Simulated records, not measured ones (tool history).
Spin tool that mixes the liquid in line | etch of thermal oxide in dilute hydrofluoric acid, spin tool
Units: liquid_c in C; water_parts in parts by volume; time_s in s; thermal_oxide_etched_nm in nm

Run 1, day 0.000: liquid_c 23.0 C, water_parts 235 parts by volume, time_s 320 s. Result: thermal_oxide_etched_nm 5.4410 nm.
Run 2, day 0.279: liquid_c 23.0 C, water_parts 235 parts by volume, time_s 320 s. Result: thermal_oxide_etched_nm 5.4680 nm.
Run 3, day 0.654: liquid_c 23.0 C, water_parts 170 parts by volume, time_s 320 s. Result: thermal_oxide_etched_nm 8.0607 nm.
Run 4, day 0.775: liquid_c 22.0 C, water_parts 170 parts by volume, time_s 320 s. Result: thermal_oxide_etched_nm 7.7863 nm.
Run 5, day 0.962: liquid_c 21.0 C, water_parts 170 parts by volume, time_s 320 s. Result: thermal_oxide_etched_nm 7.4779 nm.
Run 6, day 1.333: liquid_c 20.5 C, water_parts 170 parts by volume, time_s 320 s. Result: thermal_oxide_etched_nm 7.4139 nm.
Run 7, day 1.633: liquid_c 20.0 C, water_parts 170 parts by volume, time_s 320 s. Result: thermal_oxide_etched_nm 7.1848 nm.

Run 8 comes next. What will it give?
Run 8, day 1.979: liquid_c 19.5 C, water_parts 170 parts by volume, time_s 320 s. Result: thermal_oxide_etched_nm ?.

thermal_oxide_etched_nm: 7.0819 nm
